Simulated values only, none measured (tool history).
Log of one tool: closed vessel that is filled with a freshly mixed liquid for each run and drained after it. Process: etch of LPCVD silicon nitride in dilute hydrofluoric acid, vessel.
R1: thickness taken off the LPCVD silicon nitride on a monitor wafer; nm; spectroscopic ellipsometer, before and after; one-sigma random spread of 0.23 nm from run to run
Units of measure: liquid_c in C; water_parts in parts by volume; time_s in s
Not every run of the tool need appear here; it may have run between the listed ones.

{"run": 1, "day": 0.0, "liquid_c": 26.0, "water_parts": 60, "time_s": 2980, "R1": 32.151}
{"run": 2, "day": 0.325, "liquid_c": 25.0, "water_parts": 60, "time_s": 2980, "R1": 30.232}
{"run": 3, "day": 0.529, "liquid_c": 24.5, "water_parts": 60, "time_s": 2980, "R1": 29.347}
{"run": 4, "day": 0.85, "liquid_c": 24.5, "water_parts": 60, "time_s": 3185, "R1": 31.38}
{"run": 5, "day": 1.004, "liquid_c": 23.5, "water_parts": 60, "time_s": 3185, "R1": 29.355}
{"run": 6, "day": 1.146, "liquid_c": 23.5, "water_parts": 60, "time_s": 3185, "R1": 29.705}

For run 7, what comes out?
{"run": 7, "day": 1.292, "liquid_c": 23.0, "water_parts": 60, "time_s": 3185, "R1": "?"}

Run 7 measured R1 28.471 nm.

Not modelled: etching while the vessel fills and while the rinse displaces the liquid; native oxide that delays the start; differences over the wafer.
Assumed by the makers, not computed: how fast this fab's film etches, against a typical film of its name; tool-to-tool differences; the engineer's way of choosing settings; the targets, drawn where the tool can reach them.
